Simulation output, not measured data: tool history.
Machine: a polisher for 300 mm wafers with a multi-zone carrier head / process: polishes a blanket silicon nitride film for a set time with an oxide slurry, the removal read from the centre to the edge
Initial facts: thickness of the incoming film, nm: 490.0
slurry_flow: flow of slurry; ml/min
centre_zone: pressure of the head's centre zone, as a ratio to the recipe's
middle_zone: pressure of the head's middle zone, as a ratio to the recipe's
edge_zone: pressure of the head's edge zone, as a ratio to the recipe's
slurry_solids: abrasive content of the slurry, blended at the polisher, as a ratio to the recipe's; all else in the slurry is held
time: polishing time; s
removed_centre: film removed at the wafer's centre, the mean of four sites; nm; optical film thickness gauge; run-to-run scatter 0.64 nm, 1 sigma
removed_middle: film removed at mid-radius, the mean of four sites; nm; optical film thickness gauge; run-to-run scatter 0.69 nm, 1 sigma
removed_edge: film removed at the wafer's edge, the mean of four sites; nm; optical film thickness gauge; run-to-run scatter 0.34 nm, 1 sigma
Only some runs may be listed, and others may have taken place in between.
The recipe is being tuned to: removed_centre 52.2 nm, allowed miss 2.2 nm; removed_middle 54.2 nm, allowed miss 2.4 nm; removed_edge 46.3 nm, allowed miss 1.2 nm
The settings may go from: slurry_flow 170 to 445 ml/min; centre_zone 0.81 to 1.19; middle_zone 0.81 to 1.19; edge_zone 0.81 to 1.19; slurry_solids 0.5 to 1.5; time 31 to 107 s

run 1 day=0 | slurry_flow=285 centre_zone=1 middle_zone=1 edge_zone=1 slurry_solids=1 time=69 | removed_centre=72.336 removed_middle=74.945 removed_edge=73.593
run 2 day=0.042 | slurry_flow=285 centre_zone=0.97 middle_zone=1 edge_zone=1 slurry_solids=1 time=69 | removed_centre=70.729 removed_middle=73.816 removed_edge=73.83
run 3 day=0.254 | slurry_flow=285 centre_zone=0.93 middle_zone=1 edge_zone=1 slurry_solids=1 time=69 | removed_centre=68.291 removed_middle=75.053 removed_edge=73.571
run 4 day=0.5 | slurry_flow=290 centre_zone=0.96 middle_zone=1.02 edge_zone=0.96 slurry_solids=0.9 time=66 | removed_centre=65.856 removed_middle=70.608 removed_edge=66.351
run 5 day=0.617 | slurry_flow=290 centre_zone=0.96 middle_zone=1.05 edge_zone=0.96 slurry_solids=0.9 time=66 | removed_centre=65.092 removed_middle=72.677 removed_edge=66.042
run 6 day=0.95 | slurry_flow=290 centre_zone=0.96 middle_zone=1.05 edge_zone=1.04 slurry_solids=0.9 time=66 | removed_centre=64.397 removed_middle=70.946 removed_edge=69.914
run 7 day=1.275 | slurry_flow=290 centre_zone=0.96 middle_zone=1.04 edge_zone=0.99 slurry_solids=0.8 time=64 | removed_centre=58.967 removed_middle=65.688 removed_edge=62.76
run 8 day=1.467 | slurry_flow=290 centre_zone=0.98 middle_zone=1.04 edge_zone=0.95 slurry_solids=0.75 time=63 | removed_centre=58.393 removed_middle=63.046 removed_edge=58.61
run 9 day=1.508 | slurry_flow=285 centre_zone=0.99 middle_zone=1.04 edge_zone=0.92 slurry_solids=0.7 time=63 | removed_centre=55.473 removed_middle=61.981 removed_edge=55.568
run 10 day=1.883 | slurry_flow=280 centre_zone=1.02 middle_zone=1.03 edge_zone=0.89 slurry_solids=0.65 time=63 | removed_centre=55.547 removed_middle=58.303 removed_edge=53.979
run 11 day=2.104 | slurry_flow=280 centre_zone=1.02 middle_zone=1.03 edge_zone=0.89 slurry_solids=0.65 time=63 | removed_centre=57.232 removed_middle=57.83 removed_edge=53.384
run 12 day=2.408 | slurry_flow=275 centre_zone=1.02 middle_zone=1.04 edge_zone=0.87 slurry_solids=0.6 time=63 | removed_centre=54.378 removed_middle=56.835 removed_edge=50.511
run 13 day=2.775 | slurry_flow=260 centre_zone=1.02 middle_zone=1.04 edge_zone=0.86 slurry_solids=0.6 time=63 | removed_centre=55.02 removed_middle=56.437 removed_edge=50.442
run 14 day=3.129 | slurry_flow=260 centre_zone=1.02 middle_zone=1.04 edge_zone=0.86 slurry_solids=0.6 time=63 | removed_centre=54.159 removed_middle=56.97 removed_edge=50.528
run 15 day=3.283 | slurry_flow=250 centre_zone=1.05 middle_zone=1.05 edge_zone=0.81 slurry_solids=0.5 time=62 | removed_centre=50.072 removed_middle=51.887 removed_edge=44.158
run 16 day=3.629 | slurry_flow=260 centre_zone=1.05 middle_zone=1.05 edge_zone=0.82 slurry_solids=0.5 time=62 | removed_centre=50.575 removed_middle=53.108 removed_edge=44.857

Exactly one of the 5 candidate moves below puts every result within its allowed miss. Which one?
run A day=3.975 | slurry_flow=245 centre_zone=0.99 middle_zone=1 edge_zone=0.9 slurry_solids=0.5 time=62 | removed_centre=? removed_middle=? removed_edge=?
run B day=3.975 | slurry_flow=325 centre_zone=1 middle_zone=1.13 edge_zone=0.81 slurry_solids=0.5 time=59 | removed_centre=? removed_middle=? removed_edge=?
run C day=3.975 | slurry_flow=225 centre_zone=0.93 middle_zone=1.16 edge_zone=0.84 slurry_solids=0.5 time=64 | removed_centre=? removed_middle=? removed_edge=?
run D day=3.975 | slurry_flow=275 centre_zone=0.95 middle_zone=1.18 edge_zone=0.81 slurry_solids=0.6 time=59 | removed_centre=? removed_middle=? removed_edge=?
run E day=3.975 | slurry_flow=315 centre_zone=1.06 middle_zone=1.09 edge_zone=0.85 slurry_solids=0.5 time=62 | removed_centre=? removed_middle=? removed_edge=?

move=A removed_centre=48.152 removed_middle=49.526 removed_edge=46.123
move=B removed_centre=47.581 removed_middle=53.583 removed_edge=42.572
move=C removed_centre=46.304 removed_middle=57.584 removed_edge=45.771
move=D removed_centre=48.195 removed_middle=59.407 removed_edge=45.575
move=E removed_centre=52.865 removed_middle=54.44 removed_edge=45.635
A: the furthest-off result lands on target, but another misses its tolerance
B: the biggest miss grows against the last run
C: the furthest-off result lands on target, but another misses its tolerance
D: the furthest-off result lands on target, but another misses its tolerance
E: meets every target
The move that meets every target is E.
